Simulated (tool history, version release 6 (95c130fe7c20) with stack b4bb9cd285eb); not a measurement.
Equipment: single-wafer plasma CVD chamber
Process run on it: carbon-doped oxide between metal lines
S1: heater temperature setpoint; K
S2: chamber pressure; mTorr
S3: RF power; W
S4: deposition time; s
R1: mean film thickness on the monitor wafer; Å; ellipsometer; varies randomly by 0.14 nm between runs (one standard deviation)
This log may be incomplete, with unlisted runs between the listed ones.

run,hour,S1,S2,S3,S4,R1
1,0.0,648.15,6640,470,13.2,611.39
2,1.7,651.15,6250,450,13.2,577.86
3,5.2,652.15,6090,430,13.2,547.60
4,7.8,653.15,5910,420,13.2,527.01
5,15.6,654.15,5690,415,13.2,516.93
6,24.3,655.15,5480,410,13.2,510.35
7,25.2,656.15,5330,405,13.2,496.60
8,31.8,657.15,5180,400,13.2,489.94
9,40.3,658.15,5050,395,13.2,478.76
10,43.6,659.15,4960,395,13.2,477.78
11,45.5,660.15,4860,395,13.2,475.91
12,51.0,660.15,4770,395,13.2,471.03
13,58.9,661.15,4700,395,13.2,471.22
14,61.5,661.15,4700,395,13.2,472.28
15,64.5,663.15,4560,355,13.2,406.02

Expected results for the next run?
16,69.0,662.15,4560,355,13.2,?

Run 16 measured R1 407.12 Å.

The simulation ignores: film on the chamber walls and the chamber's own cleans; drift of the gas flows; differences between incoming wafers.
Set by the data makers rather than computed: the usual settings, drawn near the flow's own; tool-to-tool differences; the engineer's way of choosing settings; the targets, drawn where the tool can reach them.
